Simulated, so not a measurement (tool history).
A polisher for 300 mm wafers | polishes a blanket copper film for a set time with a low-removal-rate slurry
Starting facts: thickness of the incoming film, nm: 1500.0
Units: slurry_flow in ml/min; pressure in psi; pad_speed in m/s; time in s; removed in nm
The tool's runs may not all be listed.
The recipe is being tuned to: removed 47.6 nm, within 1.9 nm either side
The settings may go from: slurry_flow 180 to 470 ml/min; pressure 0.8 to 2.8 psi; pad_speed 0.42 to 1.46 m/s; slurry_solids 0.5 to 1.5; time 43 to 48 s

run,hour,slurry_flow,pressure,pad_speed,slurry_solids,time,removed
1,0,300,1.8,0.94,1,48,83.825
2,2.5,250,1.8,0.94,1,48,82.378
3,6.8,250,1.8,0.94,1.2,48,87.307
4,10.2,250,1.5,0.92,1.2,48,70.945
5,16.6,285,1.5,0.92,1.2,48,71.453
6,17.6,285,1.3,0.92,1.2,48,62.178
7,23.4,285,1.2,0.92,1.2,48,57.745
8,28.2,285,1.1,0.92,1.2,48,53.999

Below are 4 possible settings for the next run. Only one of them brings all results inside the allowed miss of their targets. Which is it?
A,33,240,1.2,0.82,1.3,48,?
B,33,210,1.2,1.08,1.05,48,?
C,33,305,1.4,0.68,0.95,47,?
D,33,430,1.5,0.78,1.4,48,?

move,removed
A,50.882
B,62.575
C,46.758
D,64.001
A: an improvement on the last run, though not all results are within tolerance
B: the biggest miss grows against the last run
C: every result within its allowed miss
D: the biggest miss grows against the last run
C is the move that brings every result within its allowed miss.

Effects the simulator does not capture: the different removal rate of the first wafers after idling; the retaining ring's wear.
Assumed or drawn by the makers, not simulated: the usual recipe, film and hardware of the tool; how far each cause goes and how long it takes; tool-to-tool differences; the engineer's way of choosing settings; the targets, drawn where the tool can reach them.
